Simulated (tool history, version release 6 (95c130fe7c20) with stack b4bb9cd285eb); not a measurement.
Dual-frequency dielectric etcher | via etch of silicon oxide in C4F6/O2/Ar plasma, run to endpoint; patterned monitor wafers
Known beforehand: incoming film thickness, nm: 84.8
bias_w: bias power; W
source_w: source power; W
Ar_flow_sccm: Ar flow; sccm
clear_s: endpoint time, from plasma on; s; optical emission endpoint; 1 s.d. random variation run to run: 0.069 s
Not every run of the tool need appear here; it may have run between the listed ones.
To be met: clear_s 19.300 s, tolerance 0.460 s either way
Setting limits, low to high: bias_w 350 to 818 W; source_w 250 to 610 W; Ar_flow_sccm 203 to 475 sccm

run 1 hour=0.0 | bias_w=584 source_w=430 Ar_flow_sccm=339 | clear_s=17.036
run 2 hour=3.5 | bias_w=547 source_w=430 Ar_flow_sccm=339 | clear_s=17.400
run 3 hour=8.0 | bias_w=507 source_w=420 Ar_flow_sccm=341 | clear_s=18.127
run 4 hour=10.3 | bias_w=507 source_w=460 Ar_flow_sccm=341 | clear_s=17.514
run 5 hour=13.3 | bias_w=507 source_w=460 Ar_flow_sccm=388 | clear_s=17.717
run 6 hour=22.1 | bias_w=595 source_w=460 Ar_flow_sccm=388 | clear_s=16.835
run 7 hour=27.4 | bias_w=595 source_w=460 Ar_flow_sccm=388 | clear_s=16.819
run 8 hour=29.1 | bias_w=543 source_w=450 Ar_flow_sccm=390 | clear_s=17.500
run 9 hour=31.8 | bias_w=506 source_w=440 Ar_flow_sccm=392 | clear_s=18.075
run 10 hour=32.6 | bias_w=481 source_w=430 Ar_flow_sccm=393 | clear_s=18.699

Exercise: of the 5 proposed moves below, exactly one satisfies all targets within the stated allowed misses. Which move is it?
run A hour=33.4 | bias_w=556 source_w=420 Ar_flow_sccm=406 | clear_s=?
run B hour=33.4 | bias_w=493 source_w=470 Ar_flow_sccm=429 | clear_s=?
run C hour=33.4 | bias_w=446 source_w=480 Ar_flow_sccm=373 | clear_s=?
run D hour=33.4 | bias_w=448 source_w=450 Ar_flow_sccm=470 | clear_s=?
run E hour=33.4 | bias_w=443 source_w=550 Ar_flow_sccm=417 | clear_s=?

move=A clear_s=17.816
move=B clear_s=18.110
move=C clear_s=18.323
move=D clear_s=19.236
move=E clear_s=17.830
A: further off than the last run
B: further off than the last run
C: further off than the last run
D: every result within its allowed miss
E: further off than the last run
D meets every target.
